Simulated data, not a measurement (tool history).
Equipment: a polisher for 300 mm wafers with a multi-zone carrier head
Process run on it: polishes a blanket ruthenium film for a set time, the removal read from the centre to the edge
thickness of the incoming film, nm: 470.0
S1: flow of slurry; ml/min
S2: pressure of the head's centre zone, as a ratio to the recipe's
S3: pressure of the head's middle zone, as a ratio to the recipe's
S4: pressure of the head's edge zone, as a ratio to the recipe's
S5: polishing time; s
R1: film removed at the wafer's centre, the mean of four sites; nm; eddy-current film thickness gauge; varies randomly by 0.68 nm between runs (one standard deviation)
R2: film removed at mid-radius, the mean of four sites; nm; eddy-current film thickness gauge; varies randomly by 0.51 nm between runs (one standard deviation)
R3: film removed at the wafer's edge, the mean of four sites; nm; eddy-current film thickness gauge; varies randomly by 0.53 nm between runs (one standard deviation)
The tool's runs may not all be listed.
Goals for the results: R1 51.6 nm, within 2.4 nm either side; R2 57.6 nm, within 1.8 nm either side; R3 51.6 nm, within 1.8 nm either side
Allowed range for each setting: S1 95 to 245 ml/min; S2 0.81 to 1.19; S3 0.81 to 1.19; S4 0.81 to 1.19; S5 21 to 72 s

run  hour   S1    S2    S3    S4  S5      R1      R2      R3
  1     0  155     1     1     1  46  46.055  46.749   43.76
  2   8.3  170     1  1.04  1.04  47  48.135  49.813  45.057
  3    11  170     1  0.95  1.04  47  47.304  46.519  45.809
  4  19.3  170  0.96  0.95  1.04  47  45.295  45.757  45.589
  5  24.9  170  0.96  1.02  1.04  47  45.468  48.981  45.769
  6  25.5  170  0.96  1.08  1.04  47  46.107  50.993  45.407
  7    33  180  0.96  1.09  1.07  48  47.891  53.815  47.277
     40.8  -- edge zone pressure recalibrated
  8  40.8  190  0.96  1.09   1.1  49  50.033  55.562  51.671
  9  43.2  195  0.96   1.1  1.09  49  48.763  56.011   53.18

Of the 4 settings listed for the next run, only one would bring every result within its allowed miss of target. Which one?
  A  45.6  150  1.04  1.19  1.15  49   ?   ?   ?
  B  45.6  135  1.08  1.07  1.11  55   ?   ?   ?
  C  45.6  195  1.07  0.99  1.16  51   ?   ?   ?
  D  45.6  220  0.89  1.05  1.13  48   ?   ?   ?

move      R1      R2      R3
   A  49.482  57.423  52.475
   B   56.36  57.661  57.119
   C  55.505  53.263  56.729
   D   44.21  53.613  53.277
A: every result lands within tolerance
B: moves the result that the last run missed by most past its target, out the other side
C: moves the result that the last run missed by most past its target, out the other side
D: lands further from the targets than the last run did
The move that meets every target is A.
